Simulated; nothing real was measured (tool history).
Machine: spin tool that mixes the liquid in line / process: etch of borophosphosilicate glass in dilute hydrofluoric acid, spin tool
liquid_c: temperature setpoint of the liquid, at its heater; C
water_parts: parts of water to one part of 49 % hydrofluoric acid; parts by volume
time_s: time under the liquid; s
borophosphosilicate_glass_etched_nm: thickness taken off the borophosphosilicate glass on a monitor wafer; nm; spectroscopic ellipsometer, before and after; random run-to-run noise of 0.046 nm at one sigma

run,day,liquid_c,water_parts,time_s,borophosphosilicate_glass_etched_nm
1,0.000,21.0,255,50,7.6823
2,0.217,21.0,255,55,8.5182
3,0.517,22.5,255,55,9.0142
4,0.538,23.5,255,55,9.2315
5,0.567,24.5,250,55,9.7593
6,0.938,24.5,180,55,14.8090
7,1.250,23.0,180,55,13.9170
8,1.579,23.0,180,55,13.9650

Forecast run 9:
9,1.821,22.0,180,55,?

Run 9 measured borophosphosilicate_glass_etched_nm 13.4140 nm.

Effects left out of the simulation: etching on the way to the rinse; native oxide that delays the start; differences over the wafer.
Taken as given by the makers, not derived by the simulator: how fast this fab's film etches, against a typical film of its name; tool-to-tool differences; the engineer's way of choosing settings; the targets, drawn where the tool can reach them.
